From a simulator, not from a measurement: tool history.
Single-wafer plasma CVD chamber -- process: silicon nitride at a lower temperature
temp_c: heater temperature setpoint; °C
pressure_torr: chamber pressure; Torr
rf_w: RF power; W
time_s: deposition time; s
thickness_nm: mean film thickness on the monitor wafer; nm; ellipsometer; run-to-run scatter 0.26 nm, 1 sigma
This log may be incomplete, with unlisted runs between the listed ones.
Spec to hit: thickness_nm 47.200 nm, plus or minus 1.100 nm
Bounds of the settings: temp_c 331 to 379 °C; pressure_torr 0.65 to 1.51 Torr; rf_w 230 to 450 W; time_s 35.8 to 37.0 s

run,hour,temp_c,pressure_torr,rf_w,time_s,thickness_nm
1,0.0,355,1.08,340,35.8,39.310
2,1.1,355,1.16,355,35.9,41.596
3,3.0,351,1.16,355,35.9,41.762
4,7.5,351,1.16,355,37.0,43.166
5,13.7,351,0.98,355,37.0,40.441
# hour 17.9: RF generator calibrated
6,17.9,351,1.07,360,37.0,43.816
7,25.6,351,1.12,360,37.0,44.333
8,28.2,351,1.16,360,37.0,44.822
9,36.8,351,1.19,360,37.0,45.184

Consider the 4 candidate settings below. Which is the only one whose results all fall within their allowed miss of target?
A,45.4,344,1.03,365,36.6,?
B,45.4,353,1.25,330,35.8,?
C,45.4,351,1.28,365,36.8,?
D,45.4,342,1.29,325,36.6,?

move,thickness_nm
A,43.381
B,43.094
C,47.139
D,44.341
A: misses by more than the last run did
B: misses by more than the last run did
C: every result lands within tolerance
D: misses by more than the last run did
The right move is C.
